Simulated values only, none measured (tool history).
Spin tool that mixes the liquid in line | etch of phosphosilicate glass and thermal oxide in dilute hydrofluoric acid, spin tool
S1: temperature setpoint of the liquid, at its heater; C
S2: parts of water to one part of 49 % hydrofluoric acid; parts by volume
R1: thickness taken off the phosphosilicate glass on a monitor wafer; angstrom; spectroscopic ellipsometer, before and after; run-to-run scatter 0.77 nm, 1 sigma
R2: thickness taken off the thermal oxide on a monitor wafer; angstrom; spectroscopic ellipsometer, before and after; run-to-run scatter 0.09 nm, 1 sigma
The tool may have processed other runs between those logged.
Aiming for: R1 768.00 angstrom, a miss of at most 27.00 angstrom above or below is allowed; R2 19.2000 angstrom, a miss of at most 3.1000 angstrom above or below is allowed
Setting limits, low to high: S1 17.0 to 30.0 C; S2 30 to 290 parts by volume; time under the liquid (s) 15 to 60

Run 1, hour 0.0: S1 22.0 C, S2 160 parts by volume, time under the liquid (s) 30. Result: R1 308.76 angstrom, R2 7.7513 angstrom.
Run 2, hour 1.4: S1 22.0 C, S2 195 parts by volume, time under the liquid (s) 30. Result: R1 248.30 angstrom, R2 6.1111 angstrom.
Run 3, hour 8.1: S1 23.5 C, S2 170 parts by volume, time under the liquid (s) 30. Result: R1 306.51 angstrom, R2 7.7854 angstrom.
Run 4, hour 8.7: S1 24.5 C, S2 150 parts by volume, time under the liquid (s) 30. Result: R1 360.19 angstrom, R2 9.5770 angstrom.
Run 5, hour 17.1: S1 24.5 C, S2 130 parts by volume, time under the liquid (s) 30. Result: R1 435.19 angstrom, R2 10.5720 angstrom.
Run 6, hour 25.5: S1 24.5 C, S2 155 parts by volume, time under the liquid (s) 30. Result: R1 350.45 angstrom, R2 8.3292 angstrom.
Run 7, hour 34.0: S1 24.5 C, S2 135 parts by volume, time under the liquid (s) 30. Result: R1 412.60 angstrom, R2 10.2160 angstrom.
Run 8, hour 43.0: S1 25.5 C, S2 125 parts by volume, time under the liquid (s) 30. Result: R1 472.39 angstrom, R2 11.6340 angstrom.
Run 9, hour 46.7: S1 26.5 C, S2 115 parts by volume, time under the liquid (s) 30. Result: R1 543.04 angstrom, R2 12.9340 angstrom.
Run 10, hour 49.7: S1 27.0 C, S2 110 parts by volume, time under the liquid (s) 30. Result: R1 572.04 angstrom, R2 14.2880 angstrom.
Run 11, hour 52.5: S1 27.5 C, S2 105 parts by volume, time under the liquid (s) 30. Result: R1 624.54 angstrom, R2 16.7480 angstrom.

Which of these 5 next moves meets every target?
Run A, hour 55.3: S1 26.0 C, S2 90 parts by volume, time under the liquid (s) 30. Result: R1 ?, R2 ?.
Run B, hour 55.3: S1 24.5 C, S2 125 parts by volume, time under the liquid (s) 55. Result: R1 ?, R2 ?.
Run C, hour 55.3: S1 21.0 C, S2 110 parts by volume, time under the liquid (s) 35. Result: R1 ?, R2 ?.
Run D, hour 55.3: S1 30.0 C, S2 80 parts by volume, time under the liquid (s) 25. Result: R1 ?, R2 ?.
Run E, hour 55.3: S1 28.0 C, S2 115 parts by volume, time under the liquid (s) 35. Result: R1 ?, R2 ?.

move      R1       R2
   A  699.53  17.3670
   B  833.67  20.6970
   C  534.10  13.2600
   D  776.20  19.2700
   E  667.51  16.5720
A: gains on the last run, yet a result remains outside its allowed miss
B: takes the result that was furthest off past its target
C: lands further from the targets than the last run did
D: in spec on every target
E: gains on the last run, yet a result remains outside its allowed miss
The right move is D.
